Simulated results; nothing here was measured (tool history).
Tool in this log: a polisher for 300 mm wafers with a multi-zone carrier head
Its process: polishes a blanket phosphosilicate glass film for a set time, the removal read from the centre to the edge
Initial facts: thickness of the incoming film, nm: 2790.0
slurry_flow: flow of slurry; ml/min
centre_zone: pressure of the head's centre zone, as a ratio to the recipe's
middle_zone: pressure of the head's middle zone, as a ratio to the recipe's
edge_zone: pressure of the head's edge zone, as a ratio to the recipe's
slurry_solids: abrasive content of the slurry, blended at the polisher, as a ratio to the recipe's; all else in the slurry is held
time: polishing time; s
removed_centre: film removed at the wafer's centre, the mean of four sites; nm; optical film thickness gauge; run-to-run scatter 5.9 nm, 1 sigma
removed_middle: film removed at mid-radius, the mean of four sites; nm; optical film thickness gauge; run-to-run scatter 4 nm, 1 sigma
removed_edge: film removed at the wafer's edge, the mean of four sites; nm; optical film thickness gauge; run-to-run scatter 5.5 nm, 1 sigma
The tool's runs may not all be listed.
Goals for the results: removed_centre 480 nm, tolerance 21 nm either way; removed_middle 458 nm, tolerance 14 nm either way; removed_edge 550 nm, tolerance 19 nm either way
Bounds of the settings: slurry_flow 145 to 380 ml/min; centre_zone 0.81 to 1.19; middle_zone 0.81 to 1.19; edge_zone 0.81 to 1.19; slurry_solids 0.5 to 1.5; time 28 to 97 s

| run | hour | slurry_flow | centre_zone | middle_zone | edge_zone | slurry_solids | time | removed_centre | removed_middle | removed_edge |
|---|---|---|---|---|---|---|---|---|---|---|
| 1 | 0 | 245 | 1 | 1 | 1 | 1 | 62 | 875.17 | 874.73 | 883.53 |
| 2 | 7.5 | 245 | 1 | 1.04 | 1 | 1 | 62 | 886.93 | 897 | 869.41 |
| 3 | 10.8 | 245 | 0.95 | 1.04 | 1 | 1 | 62 | 818.09 | 905.88 | 888.84 |
| 4 | 11.9 | 245 | 0.95 | 1.04 | 1 | 1.15 | 62 | 867.91 | 960.64 | 934.43 |
| 5 | 16.8 | 245 | 0.99 | 1.04 | 1 | 1.15 | 62 | 903.4 | 943.15 | 912.17 |
| 6 | 17.9 | 235 | 0.98 | 0.99 | 1 | 1 | 56 | 754.11 | 773.57 | 803.5 |
| 7 | 25.7 | 230 | 0.98 | 0.96 | 0.98 | 0.85 | 53 | 686.21 | 672.17 | 711.17 |
| 8 | 27.9 | 220 | 0.96 | 0.93 | 0.97 | 0.75 | 51 | 616.94 | 609.26 | 650.59 |
| 9 | 36.8 | 215 | 0.95 | 0.9 | 0.97 | 0.7 | 50 | 589.73 | 561.34 | 609.43 |
| 10 | 39.2 | 210 | 0.93 | 0.88 | 0.99 | 0.65 | 50 | 554.66 | 542.67 | 612.94 |
| 11 | 43.2 | 205 | 0.92 | 0.86 | 0.99 | 0.6 | 50 | 544.12 | 518.33 | 586.11 |
| 12 | 49.6 | 180 | 0.84 | 0.81 | 1.07 | 0.5 | 49 | 445.66 | 447.35 | 555.37 |
| 13 | 51.3 | 185 | 0.85 | 0.81 | 1.06 | 0.5 | 49 | 454.24 | 452.71 | 554.43 |

Of the 4 settings listed for the next run, only one would bring every result within its allowed miss of target. Which one?
| A | 53 | 145 | 0.82 | 0.84 | 1.14 | 0.5 | 48 | ? | ? | ? |
| B | 53 | 175 | 0.88 | 0.81 | 0.98 | 0.5 | 51 | ? | ? | ? |
| C | 53 | 210 | 0.83 | 0.88 | 1.03 | 0.55 | 46 | ? | ? | ? |
| D | 53 | 195 | 0.81 | 0.86 | 1.1 | 0.5 | 48 | ? | ? | ? |

| move | removed_centre | removed_middle | removed_edge |
|---|---|---|---|
| A | 416.43 | 442.92 | 546.97 |
| B | 483.91 | 464.39 | 545.95 |
| C | 432.55 | 470.32 | 526.49 |
| D | 423.42 | 463.41 | 547.29 |
A: further off than the last run
B: every result lands within tolerance
C: further off than the last run
D: further off than the last run
Go with B: it meets all targets.
